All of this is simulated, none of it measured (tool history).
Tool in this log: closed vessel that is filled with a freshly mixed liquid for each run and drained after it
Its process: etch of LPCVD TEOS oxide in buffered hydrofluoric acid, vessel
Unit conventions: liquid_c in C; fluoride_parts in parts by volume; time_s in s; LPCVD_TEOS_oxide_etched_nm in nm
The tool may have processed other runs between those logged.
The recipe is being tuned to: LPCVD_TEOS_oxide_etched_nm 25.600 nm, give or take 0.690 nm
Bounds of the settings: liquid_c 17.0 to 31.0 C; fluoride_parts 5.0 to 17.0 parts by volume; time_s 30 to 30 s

run,hour,liquid_c,fluoride_parts,time_s,LPCVD_TEOS_oxide_etched_nm
1,0.0,23.0,10.5,30,37.308
2,5.2,26.0,10.5,30,43.685
3,7.7,23.0,10.5,30,37.578
4,14.2,22.0,10.5,30,35.167
5,15.3,23.5,10.5,30,38.907
6,20.0,22.5,10.5,30,36.621
7,27.4,21.5,10.5,30,34.712
8,29.3,20.5,10.5,30,32.255
9,37.0,20.0,10.5,30,31.833
10,45.0,17.0,11.5,30,24.752

Exercise: of the 5 proposed moves below, exactly one satisfies all targets within the stated allowed misses. Which move is it?
A,53.0,17.5,12.5,30,?
B,53.0,17.0,11.0,30,?
C,53.0,17.0,12.0,30,?
D,53.0,17.5,12.0,30,?
E,53.0,19.5,14.0,30,?

move,LPCVD_TEOS_oxide_etched_nm
A,23.052
B,25.387
C,23.317
D,23.992
E,23.098
A: the biggest miss grows against the last run
B: each result inside its tolerance
C: the biggest miss grows against the last run
D: the biggest miss grows against the last run
E: the biggest miss grows against the last run
Move B is the one to make.
